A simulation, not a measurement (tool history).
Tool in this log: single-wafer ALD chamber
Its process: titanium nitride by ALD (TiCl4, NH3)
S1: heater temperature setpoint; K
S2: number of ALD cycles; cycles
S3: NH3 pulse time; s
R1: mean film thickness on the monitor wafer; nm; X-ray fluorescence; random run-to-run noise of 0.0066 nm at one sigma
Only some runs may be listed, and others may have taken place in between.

{"run": 1, "hour": 0.0, "S1": 653.15, "S2": 82, "S3": 3.13, "R1": 1.6592}
{"run": 2, "hour": 5.2, "S1": 646.15, "S2": 81, "S3": 2.54, "R1": 1.6032}
{"run": 3, "hour": 10.0, "S1": 646.15, "S2": 78, "S3": 2.54, "R1": 1.5373}
{"run": 4, "hour": 14.5, "S1": 646.15, "S2": 78, "S3": 2.54, "R1": 1.5377}
{"run": 5, "hour": 17.1, "S1": 641.15, "S2": 78, "S3": 2.13, "R1": 1.495}
{"run": 6, "hour": 19.7, "S1": 639.15, "S2": 78, "S3": 1.9, "R1": 1.4674}
{"run": 7, "hour": 26.6, "S1": 633.15, "S2": 78, "S3": 1.12, "R1": 1.2034}

Run 8 has not been measured yet. What should we expect?
{"run": 8, "hour": 33.2, "S1": 638.15, "S2": 79, "S3": 1.24, "R1": "?"}

R1: 1.3264 nm
